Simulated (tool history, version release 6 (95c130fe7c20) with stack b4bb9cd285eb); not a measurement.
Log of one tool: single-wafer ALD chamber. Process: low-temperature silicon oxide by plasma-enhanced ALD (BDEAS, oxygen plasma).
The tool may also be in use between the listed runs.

run  hour  heater temperature setpoint (deg C)  number of ALD cycles (cycles)  mean film thickness on the monitor wafer (angstrom)
  1     0                                  105                             59                                               73.119
  2   3.5                                  106                             56                                               68.646
  3   7.1                                  107                             54                                               66.498
  4  11.2                                  107                             60                                               73.233
  5  14.9                                  107                             64                                               79.067
  6  16.4                                  107                             70                                               85.915
  7  18.7                                  109                             63                                               77.369
  8  20.6                                  109                             58                                               71.217
  9  23.1                                  109                             55                                               67.546
 10  24.5                                  109                             53                                               65.511

Run 11 has not been measured yet. What should we expect?
 11  31.9                                  109                             51                                                    ?

{"run 11": {"mean film thickness on the monitor wafer (angstrom)": 62.404}}
